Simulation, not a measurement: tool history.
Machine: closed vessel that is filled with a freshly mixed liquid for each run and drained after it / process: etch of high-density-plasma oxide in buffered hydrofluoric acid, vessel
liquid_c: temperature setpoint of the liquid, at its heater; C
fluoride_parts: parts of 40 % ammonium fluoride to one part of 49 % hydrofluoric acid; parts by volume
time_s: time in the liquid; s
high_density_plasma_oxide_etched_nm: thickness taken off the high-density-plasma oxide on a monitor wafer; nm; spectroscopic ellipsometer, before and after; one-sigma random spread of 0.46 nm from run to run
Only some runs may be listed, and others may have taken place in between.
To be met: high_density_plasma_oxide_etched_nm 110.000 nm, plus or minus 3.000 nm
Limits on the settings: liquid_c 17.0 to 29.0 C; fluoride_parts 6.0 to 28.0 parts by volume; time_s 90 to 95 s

run  hour  liquid_c  fluoride_parts  time_s  high_density_plasma_oxide_etched_nm
  1   0.0      21.0            17.0      90                               87.567
  2   3.0      19.5            17.0      90                               80.206
  3   9.1      21.0            17.0      90                               87.352
  4   9.7      21.5            17.0      90                               89.373
  5  16.3      21.5            17.0      95                               94.907
  6  17.0      21.5            13.0      95                              123.900
  7  25.3      21.0            13.0      95                              119.570
  8  31.5      20.0            13.0      95                              113.770

5 candidate next runs follow, results not yet known. Just one meets every target within its allowed miss. Identify it.
  A  37.7      20.0            13.5      95                                    ?
  B  37.7      17.5            11.0      95                                    ?
  C  37.7      18.0            10.5      90                                    ?
  D  37.7      18.5            10.5      90                                    ?
  E  37.7      17.0             9.5      90                                    ?

move  high_density_plasma_oxide_etched_nm
   A                              110.100
   B                              116.810
   C                              119.140
   D                              122.570
   E                              121.910
A: each result inside its tolerance
B: misses by more than the last run did
C: misses by more than the last run did
D: misses by more than the last run did
E: misses by more than the last run did
The move that meets every target is A.
